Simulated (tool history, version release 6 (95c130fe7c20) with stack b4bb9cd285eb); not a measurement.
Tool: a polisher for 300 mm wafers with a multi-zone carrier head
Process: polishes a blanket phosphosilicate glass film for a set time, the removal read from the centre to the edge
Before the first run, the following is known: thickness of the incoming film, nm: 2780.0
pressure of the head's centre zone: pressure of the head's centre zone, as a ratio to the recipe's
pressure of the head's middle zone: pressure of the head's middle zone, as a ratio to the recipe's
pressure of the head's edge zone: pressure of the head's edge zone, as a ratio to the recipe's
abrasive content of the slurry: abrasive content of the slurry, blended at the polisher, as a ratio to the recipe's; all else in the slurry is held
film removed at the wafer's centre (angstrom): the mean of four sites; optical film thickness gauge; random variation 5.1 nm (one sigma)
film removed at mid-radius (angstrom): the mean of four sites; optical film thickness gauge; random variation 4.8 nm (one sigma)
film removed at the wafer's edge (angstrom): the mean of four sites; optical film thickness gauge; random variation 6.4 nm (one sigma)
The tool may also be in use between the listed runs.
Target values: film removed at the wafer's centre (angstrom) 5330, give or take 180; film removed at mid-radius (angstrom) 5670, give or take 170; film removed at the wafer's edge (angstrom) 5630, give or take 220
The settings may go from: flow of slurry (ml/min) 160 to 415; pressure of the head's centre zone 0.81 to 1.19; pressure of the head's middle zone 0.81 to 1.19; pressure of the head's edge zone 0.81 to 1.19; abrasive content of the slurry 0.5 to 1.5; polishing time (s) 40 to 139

| run | hour | flow of slurry (ml/min) | pressure of the head's centre zone | pressure of the head's middle zone | pressure of the head's edge zone | abrasive content of the slurry | polishing time (s) | film removed at the wafer's centre (angstrom) | film removed at mid-radius (angstrom) | film removed at the wafer's edge (angstrom) |
|---|---|---|---|---|---|---|---|---|---|---|
| 1 | 0 | 265 | 1 | 1 | 1 | 1 | 89 | 7684 | 7497 | 7650.6 |
| 2 | 7.4 | 265 | 1 | 1 | 0.97 | 1 | 89 | 7607.8 | 7540.8 | 7601.2 |
| 3 | 10.3 | 265 | 1 | 1 | 0.97 | 1 | 110 | 9374.1 | 9270.9 | 9301.9 |
| 4 | 18.5 | 265 | 1 | 1 | 0.93 | 1 | 110 | 9508.5 | 9237 | 9259.5 |
| 5 | 21.3 | 265 | 0.99 | 1 | 0.92 | 0.95 | 107 | 9021.2 | 8898.4 | 8582.7 |
| 6 | 22.1 | 265 | 1.06 | 1 | 0.92 | 0.95 | 107 | 9557.1 | 8807.5 | 8639.2 |
| 7 | 29.9 | 260 | 1.04 | 0.99 | 0.92 | 0.9 | 105 | 8851.9 | 8384.9 | 8385.7 |
| 8 | 31.7 | 260 | 1.04 | 0.99 | 0.92 | 0.9 | 105 | 9002.9 | 8437.1 | 8531.3 |
| 9 | 36.9 | 265 | 1.03 | 0.99 | 0.92 | 0.85 | 102 | 8295.5 | 8057 | 7986.4 |
| 10 | 43.6 | 265 | 1.03 | 0.98 | 0.91 | 0.8 | 100 | 7801.2 | 7438.5 | 7460 |
| 11 | 45.1 | 270 | 1.02 | 0.98 | 0.9 | 0.75 | 99 | 7644.5 | 7268.4 | 7075.2 |
| 12 | 52.5 | 265 | 1 | 0.97 | 0.9 | 0.7 | 99 | 7185.6 | 6933.6 | 6712.5 |
| 13 | 53.4 | 260 | 0.98 | 0.96 | 0.91 | 0.7 | 99 | 6928.1 | 6967.7 | 6864.5 |
| 14 | 55.6 | 265 | 0.97 | 0.95 | 0.9 | 0.7 | 99 | 7101 | 6806 | 6845.9 |
| 15 | 60.3 | 260 | 0.95 | 0.95 | 0.9 | 0.7 | 99 | 6766 | 6764.8 | 6806.8 |
| 16 | 66 | 265 | 0.94 | 0.95 | 0.89 | 0.7 | 99 | 6735.1 | 6753.6 | 6865.6 |
| 17 | 74.2 | 265 | 0.93 | 0.95 | 0.89 | 0.7 | 98 | 6626.3 | 6677.3 | 6561.5 |
| 18 | 77.6 | 260 | 0.92 | 0.94 | 0.88 | 0.7 | 98 | 6454.3 | 6627.7 | 6645 |
| 19 | 82.8 | 270 | 0.89 | 0.94 | 0.86 | 0.5 | 90 | 4755.2 | 5059.2 | 4992.2 |
| 20 | 88.1 | 270 | 0.9 | 0.95 | 0.87 | 0.5 | 90 | 4938.1 | 5068.7 | 4973.5 |
|  | 93.8 | slurry nozzle cleaned |
| 21 | 93.8 | 315 | 0.86 | 1.01 | 0.97 | 0.65 | 90 | 5626.7 | 6547.5 | 6407.8 |
| 22 | 97.1 | 240 | 0.91 | 0.97 | 0.91 | 0.65 | 90 | 5833.8 | 6220.7 | 6127.2 |
| 23 | 97.8 | 250 | 0.91 | 0.97 | 0.91 | 0.65 | 90 | 5928.4 | 6196 | 6098 |
| 24 | 106.8 | 260 | 0.91 | 0.97 | 0.91 | 0.65 | 90 | 5850.4 | 6248.5 | 6153.1 |

Of the 5 settings listed for the next run, only one would bring every result within its allowed miss of target. Which one?
| A | 115.8 | 280 | 0.98 | 1.06 | 0.89 | 0.5 | 89 | ? | ? | ? |
| B | 115.8 | 345 | 0.99 | 1 | 0.97 | 0.5 | 92 | ? | ? | ? |
| C | 115.8 | 255 | 0.91 | 0.98 | 0.93 | 0.6 | 85 | ? | ? | ? |
| D | 115.8 | 255 | 0.83 | 0.88 | 0.98 | 0.7 | 86 | ? | ? | ? |
| E | 115.8 | 340 | 0.9 | 1.14 | 0.93 | 0.55 | 81 | ? | ? | ? |

| move | film removed at the wafer's centre (angstrom) | film removed at mid-radius (angstrom) | film removed at the wafer's edge (angstrom) |
|---|---|---|---|
| A | 5418.8 | 5710.9 | 5160.2 |
| B | 5744.6 | 5697.1 | 5616.6 |
| C | 5305.8 | 5646.9 | 5577.4 |
| D | 5322.7 | 5688.2 | 6306 |
| E | 4863.9 | 5935.6 | 5119.3 |
A: brings the last run's worst result on target, with another outside its allowed miss
B: brings the last run's worst result on target, with another outside its allowed miss
C: each result inside its tolerance
D: brings the last run's worst result on target, with another outside its allowed miss
E: moves toward the targets from the last run without getting all of them in spec
Move C is the one to make.
